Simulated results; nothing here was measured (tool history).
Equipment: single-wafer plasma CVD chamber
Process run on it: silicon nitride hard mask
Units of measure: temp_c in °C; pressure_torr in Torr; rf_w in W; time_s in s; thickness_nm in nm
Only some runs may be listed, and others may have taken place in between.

| run | hour | temp_c | pressure_torr | rf_w | time_s | thickness_nm |
|---|---|---|---|---|---|---|
| 1 | 0.0 | 405 | 1.74 | 400 | 21 | 33.252 |
| 2 | 1.5 | 405 | 1.79 | 400 | 21 | 33.465 |
| 3 | 6.2 | 413 | 1.79 | 400 | 21 | 33.092 |
| 4 | 13.6 | 413 | 1.79 | 400 | 20 | 31.689 |
| 5 | 17.2 | 411 | 1.87 | 400 | 20 | 32.005 |
| 6 | 26.2 | 410 | 1.97 | 405 | 20 | 32.814 |
| 7 | 28.6 | 409 | 2.03 | 405 | 20 | 33.155 |
| 8 | 32.2 | 408 | 2.08 | 405 | 20 | 33.125 |
| 9 | 37.7 | 408 | 2.14 | 405 | 20 | 33.387 |
| 10 | 46.7 | 407 | 2.19 | 405 | 20 | 33.690 |
| 11 | 50.5 | 406 | 2.23 | 405 | 20 | 33.971 |
| 12 | 55.9 | 405 | 2.26 | 405 | 20 | 33.925 |

Expected results for the next run?
| 13 | 64.4 | 405 | 2.29 | 405 | 20 | ? |

{"run 13": {"thickness_nm": 33.918}}
